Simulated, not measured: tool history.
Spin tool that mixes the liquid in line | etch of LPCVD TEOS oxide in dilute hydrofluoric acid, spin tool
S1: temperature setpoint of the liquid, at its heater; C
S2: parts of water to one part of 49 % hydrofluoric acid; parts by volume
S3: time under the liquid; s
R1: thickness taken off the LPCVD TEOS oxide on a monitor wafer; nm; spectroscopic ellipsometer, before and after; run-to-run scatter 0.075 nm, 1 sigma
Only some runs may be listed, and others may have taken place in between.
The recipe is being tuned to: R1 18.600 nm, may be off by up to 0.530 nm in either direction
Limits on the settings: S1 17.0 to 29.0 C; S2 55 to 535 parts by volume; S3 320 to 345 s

Run 1, hour 0.0: S1 21.0 C, S2 295 parts by volume, S3 320 s. Result: R1 12.994 nm.
Run 2, hour 5.3: S1 21.0 C, S2 355 parts by volume, S3 320 s. Result: R1 10.253 nm.
Run 3, hour 13.2: S1 21.0 C, S2 355 parts by volume, S3 345 s. Result: R1 11.028 nm.
Run 4, hour 18.4: S1 23.5 C, S2 335 parts by volume, S3 345 s. Result: R1 12.891 nm.
Run 5, hour 22.7: S1 25.0 C, S2 315 parts by volume, S3 345 s. Result: R1 14.713 nm.
Run 6, hour 24.2: S1 26.0 C, S2 305 parts by volume, S3 345 s. Result: R1 15.925 nm.
Run 7, hour 25.6: S1 27.0 C, S2 300 parts by volume, S3 345 s. Result: R1 16.747 nm.
Run 8, hour 27.7: S1 27.5 C, S2 295 parts by volume, S3 345 s. Result: R1 17.599 nm.
Run 9, hour 32.5: S1 28.0 C, S2 295 parts by volume, S3 345 s. Result: R1 17.890 nm.

Which of these 5 next moves meets every target?
Run A, hour 37.3: S1 29.0 C, S2 270 parts by volume, S3 325 s. Result: R1 ?.
Run B, hour 37.3: S1 27.5 C, S2 275 parts by volume, S3 320 s. Result: R1 ?.
Run C, hour 37.3: S1 25.5 C, S2 265 parts by volume, S3 320 s. Result: R1 ?.
Run D, hour 37.3: S1 29.0 C, S2 285 parts by volume, S3 335 s. Result: R1 ?.
Run E, hour 37.3: S1 28.0 C, S2 305 parts by volume, S3 345 s. Result: R1 ?.

move      R1
   A  19.341
   B  17.683
   C  17.316
   D  18.577
   E  16.931
A: carries the result that was furthest off beyond its target, to the other side
B: moves away from the targets compared with the last run
C: moves away from the targets compared with the last run
D: every result lands within tolerance
E: moves away from the targets compared with the last run
Correct choice: D, which meets every target

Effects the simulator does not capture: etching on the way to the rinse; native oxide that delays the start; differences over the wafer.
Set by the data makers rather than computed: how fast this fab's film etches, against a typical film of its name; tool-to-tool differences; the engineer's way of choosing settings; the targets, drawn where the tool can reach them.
